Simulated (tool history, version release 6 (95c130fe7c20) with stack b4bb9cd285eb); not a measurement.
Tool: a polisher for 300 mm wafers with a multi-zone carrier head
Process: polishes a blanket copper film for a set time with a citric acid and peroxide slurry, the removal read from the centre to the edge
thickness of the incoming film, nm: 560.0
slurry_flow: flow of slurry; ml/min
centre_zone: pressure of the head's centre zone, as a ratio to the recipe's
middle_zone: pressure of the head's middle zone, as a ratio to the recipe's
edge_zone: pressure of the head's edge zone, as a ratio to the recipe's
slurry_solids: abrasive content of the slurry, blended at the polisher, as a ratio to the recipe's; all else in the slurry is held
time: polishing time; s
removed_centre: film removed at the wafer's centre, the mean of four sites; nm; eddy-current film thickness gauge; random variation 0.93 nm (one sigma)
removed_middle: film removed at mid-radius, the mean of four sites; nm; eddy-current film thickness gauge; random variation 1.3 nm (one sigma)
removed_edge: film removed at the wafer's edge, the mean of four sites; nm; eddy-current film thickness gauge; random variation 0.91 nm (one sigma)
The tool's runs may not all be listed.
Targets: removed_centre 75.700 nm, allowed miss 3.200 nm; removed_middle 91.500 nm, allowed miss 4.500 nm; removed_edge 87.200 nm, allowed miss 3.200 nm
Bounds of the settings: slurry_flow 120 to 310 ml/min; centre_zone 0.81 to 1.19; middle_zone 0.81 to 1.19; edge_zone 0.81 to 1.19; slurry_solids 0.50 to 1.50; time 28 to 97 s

| run | hour | slurry_flow | centre_zone | middle_zone | edge_zone | slurry_solids | time | removed_centre | removed_middle | removed_edge |
|---|---|---|---|---|---|---|---|---|---|---|
| 1 | 0.0 | 200 | 1.00 | 1.00 | 1.00 | 1.00 | 62 | 99.870 | 102.790 | 99.544 |
| 2 | 5.1 | 200 | 1.00 | 1.00 | 0.94 | 1.00 | 62 | 102.270 | 100.740 | 96.569 |
| 3 | 6.9 | 195 | 0.97 | 1.00 | 0.94 | 0.95 | 62 | 98.986 | 100.960 | 95.072 |
| 4 | 10.1 | 190 | 0.94 | 0.99 | 0.96 | 0.90 | 61 | 90.250 | 96.852 | 92.798 |
|  | 11.6 | edge zone pressure recalibrated |
| 5 | 11.6 | 185 | 0.92 | 0.99 | 0.96 | 0.90 | 61 | 91.306 | 95.050 | 95.043 |
| 6 | 16.6 | 185 | 0.95 | 0.99 | 0.96 | 0.90 | 61 | 92.780 | 94.976 | 95.134 |
| 7 | 22.3 | 150 | 0.85 | 1.05 | 0.96 | 0.65 | 59 | 68.617 | 85.322 | 82.775 |
| 8 | 28.0 | 160 | 0.86 | 1.05 | 0.97 | 0.65 | 59 | 69.665 | 89.258 | 84.313 |

Which of these 4 next moves meets every target?
| A | 33.7 | 185 | 0.94 | 1.06 | 0.92 | 0.65 | 58 | ? | ? | ? |
| B | 33.7 | 185 | 0.91 | 1.10 | 0.91 | 0.60 | 59 | ? | ? | ? |
| C | 33.7 | 210 | 0.84 | 1.04 | 0.95 | 0.55 | 63 | ? | ? | ? |
| D | 33.7 | 185 | 0.90 | 1.11 | 0.99 | 0.50 | 68 | ? | ? | ? |

| move | removed_centre | removed_middle | removed_edge |
|---|---|---|---|
| A | 77.225 | 91.395 | 81.391 |
| B | 74.398 | 93.891 | 80.545 |
| C | 73.140 | 95.236 | 87.012 |
| D | 80.541 | 103.570 | 91.722 |
A: brings the result that was furthest off to its target, and leaves another outside
B: brings the result that was furthest off to its target, and leaves another outside
C: meets every target
D: takes the result that was furthest off past its target
Move C is the one to make.
